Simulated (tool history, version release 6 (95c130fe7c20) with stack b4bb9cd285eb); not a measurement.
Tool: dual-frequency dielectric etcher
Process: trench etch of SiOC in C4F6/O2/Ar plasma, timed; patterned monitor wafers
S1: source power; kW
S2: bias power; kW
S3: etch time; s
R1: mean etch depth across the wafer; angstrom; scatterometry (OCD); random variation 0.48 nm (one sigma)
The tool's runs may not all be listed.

{"run": 1, "hour": 0.0, "S1": 0.49, "S2": 0.231, "S3": 32, "R1": 757.09}
{"run": 2, "hour": 8.2, "S1": 0.49, "S2": 0.231, "S3": 32, "R1": 759.65}
{"run": 3, "hour": 9.7, "S1": 0.5, "S2": 0.233, "S3": 32, "R1": 770.72}
{"run": 4, "hour": 17.1, "S1": 0.43, "S2": 0.233, "S3": 32, "R1": 746.38}
{"run": 5, "hour": 17.9, "S1": 0.43, "S2": 0.233, "S3": 33.5, "R1": 779.84}
{"run": 6, "hour": 21.0, "S1": 0.44, "S2": 0.235, "S3": 33.5, "R1": 782.16}
{"run": 7, "hour": 25.7, "S1": 0.45, "S2": 0.237, "S3": 33.5, "R1": 786.4}

Forecast run 8:
{"run": 8, "hour": 27.0, "S1": 0.46, "S2": 0.239, "S3": 33.5, "R1": "?"}

Run 8 gave R1 797.76 angstrom.

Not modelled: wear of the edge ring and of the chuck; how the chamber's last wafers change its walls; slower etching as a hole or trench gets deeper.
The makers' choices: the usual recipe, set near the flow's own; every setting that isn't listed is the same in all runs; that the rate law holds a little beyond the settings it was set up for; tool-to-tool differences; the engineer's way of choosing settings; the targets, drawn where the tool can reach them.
